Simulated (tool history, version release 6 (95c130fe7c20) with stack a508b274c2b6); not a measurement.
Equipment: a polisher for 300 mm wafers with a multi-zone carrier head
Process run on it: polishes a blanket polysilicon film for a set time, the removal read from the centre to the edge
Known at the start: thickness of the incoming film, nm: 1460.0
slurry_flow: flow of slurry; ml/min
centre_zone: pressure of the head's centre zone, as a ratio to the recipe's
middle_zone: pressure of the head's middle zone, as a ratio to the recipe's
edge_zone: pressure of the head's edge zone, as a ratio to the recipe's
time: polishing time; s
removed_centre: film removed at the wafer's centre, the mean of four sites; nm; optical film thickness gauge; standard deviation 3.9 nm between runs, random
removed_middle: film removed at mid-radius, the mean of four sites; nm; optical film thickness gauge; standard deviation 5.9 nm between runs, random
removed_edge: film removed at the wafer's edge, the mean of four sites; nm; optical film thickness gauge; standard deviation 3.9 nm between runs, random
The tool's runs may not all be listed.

run,hour,slurry_flow,centre_zone,middle_zone,edge_zone,time,removed_centre,removed_middle,removed_edge
1,0.0,240,1.00,1.00,1.00,71,458.91,462.79,458.90
2,2.2,240,1.00,1.00,1.08,71,456.05,458.98,475.29
3,5.1,255,1.03,1.03,1.07,71,477.67,477.72,471.64
4,8.6,265,1.05,1.06,1.08,71,487.68,475.63,477.72
5,15.4,265,1.05,1.06,1.02,71,485.41,480.16,464.16
6,20.7,265,1.05,1.06,1.08,71,487.02,491.05,474.59

Run 7 is up next; what results do you expect?
7,26.3,275,1.07,1.08,1.07,72,?,?,?

{"run 7": {"removed_centre": 502.31, "removed_middle": 504.84, "removed_edge": 486.72}}
